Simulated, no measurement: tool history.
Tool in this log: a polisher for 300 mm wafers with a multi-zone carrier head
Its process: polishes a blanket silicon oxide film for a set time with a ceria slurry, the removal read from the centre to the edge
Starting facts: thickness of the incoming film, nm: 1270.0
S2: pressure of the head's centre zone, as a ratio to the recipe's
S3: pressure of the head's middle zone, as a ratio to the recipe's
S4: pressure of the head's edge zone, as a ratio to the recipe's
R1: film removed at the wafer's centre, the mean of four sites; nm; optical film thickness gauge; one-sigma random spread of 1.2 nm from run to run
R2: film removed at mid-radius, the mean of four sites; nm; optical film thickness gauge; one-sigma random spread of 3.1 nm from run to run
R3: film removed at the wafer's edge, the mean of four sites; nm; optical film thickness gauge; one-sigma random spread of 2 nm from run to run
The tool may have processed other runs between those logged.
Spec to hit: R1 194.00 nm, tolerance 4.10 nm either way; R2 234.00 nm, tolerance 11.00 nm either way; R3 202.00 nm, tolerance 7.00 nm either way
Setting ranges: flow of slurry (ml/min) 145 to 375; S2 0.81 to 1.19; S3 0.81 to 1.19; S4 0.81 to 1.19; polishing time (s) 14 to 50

run 1 day=0.000 | flow_of_slurry_(ml/min)=240 S2=1.00 S3=1.00 S4=1.00 polishing_time_(s)=32 | R1=146.17 R2=142.82 R3=140.19
run 2 day=0.200 | flow_of_slurry_(ml/min)=240 S2=1.00 S3=0.96 S4=1.00 polishing_time_(s)=32 | R1=146.72 R2=138.52 R3=143.66
run 3 day=0.400 | flow_of_slurry_(ml/min)=240 S2=0.99 S3=0.98 S4=1.01 polishing_time_(s)=33 | R1=148.97 R2=144.74 R3=149.73
run 4 day=0.717 | flow_of_slurry_(ml/min)=240 S2=0.99 S3=0.98 S4=1.05 polishing_time_(s)=33 | R1=149.96 R2=145.36 R3=150.98
run 5 day=1.088 | flow_of_slurry_(ml/min)=245 S2=0.99 S3=1.00 S4=1.06 polishing_time_(s)=34 | R1=154.10 R2=152.36 R3=157.70
run 6 day=1.258 | flow_of_slurry_(ml/min)=250 S2=0.99 S3=1.02 S4=1.06 polishing_time_(s)=35 | R1=159.40 R2=158.18 R3=159.10
run 7 day=1.500 | flow_of_slurry_(ml/min)=245 S2=0.98 S3=1.04 S4=1.06 polishing_time_(s)=36 | R1=162.59 R2=165.25 R3=164.46
run 8 day=1.592 | flow_of_slurry_(ml/min)=250 S2=0.97 S3=1.06 S4=1.06 polishing_time_(s)=37 | R1=166.36 R2=178.40 R3=170.40
run 9 day=1.688 | flow_of_slurry_(ml/min)=255 S2=0.97 S3=1.07 S4=1.07 polishing_time_(s)=38 | R1=171.16 R2=178.19 R3=178.67

Pick the move, out of 5, that brings all results within their allowed miss; only one does.
run A day=1.783 | flow_of_slurry_(ml/min)=275 S2=1.19 S3=1.01 S4=1.03 polishing_time_(s)=34 | R1=? R2=? R3=?
run B day=1.783 | flow_of_slurry_(ml/min)=265 S2=0.94 S3=1.19 S4=1.01 polishing_time_(s)=44 | R1=? R2=? R3=?
run C day=1.783 | flow_of_slurry_(ml/min)=285 S2=0.89 S3=0.89 S4=1.02 polishing_time_(s)=33 | R1=? R2=? R3=?
run D day=1.783 | flow_of_slurry_(ml/min)=250 S2=0.94 S3=0.97 S4=1.04 polishing_time_(s)=32 | R1=? R2=? R3=?
run E day=1.783 | flow_of_slurry_(ml/min)=235 S2=1.09 S3=1.19 S4=1.10 polishing_time_(s)=41 | R1=? R2=? R3=?

move=A R1=183.27 R2=152.83 R3=155.09
move=B R1=195.81 R2=226.36 R3=198.05
move=C R1=141.79 R2=134.38 R3=150.65
move=D R1=141.07 R2=137.66 R3=145.33
move=E R1=201.65 R2=207.57 R3=188.72
A: further off than the last run
B: meets every target
C: further off than the last run
D: further off than the last run
E: takes the result that was furthest off past its target
Move B is the one to make.
